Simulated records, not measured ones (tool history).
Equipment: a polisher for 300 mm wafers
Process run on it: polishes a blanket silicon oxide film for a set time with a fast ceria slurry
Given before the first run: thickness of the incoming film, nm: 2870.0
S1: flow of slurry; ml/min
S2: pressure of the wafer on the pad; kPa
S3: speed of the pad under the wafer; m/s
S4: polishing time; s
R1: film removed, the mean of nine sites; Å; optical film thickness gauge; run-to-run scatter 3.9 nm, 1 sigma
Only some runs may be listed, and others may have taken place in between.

run	hour	S1	S2	S3	S4	R1
1	0.0	155	11.0	0.88	113	9928.4
2	2.4	155	11.0	0.88	113	9964.9
3	5.3	130	11.0	0.88	113	9663.1
4	11.7	130	8.3	0.88	113	7361.7
5	17.7	125	7.6	0.88	113	6709.0
6	18.9	120	7.6	0.88	113	6646.2

Estimate the outcome of run 7 from the log above:
7	23.1	115	7.6	0.88	113	?

R1: 6666.7 Å

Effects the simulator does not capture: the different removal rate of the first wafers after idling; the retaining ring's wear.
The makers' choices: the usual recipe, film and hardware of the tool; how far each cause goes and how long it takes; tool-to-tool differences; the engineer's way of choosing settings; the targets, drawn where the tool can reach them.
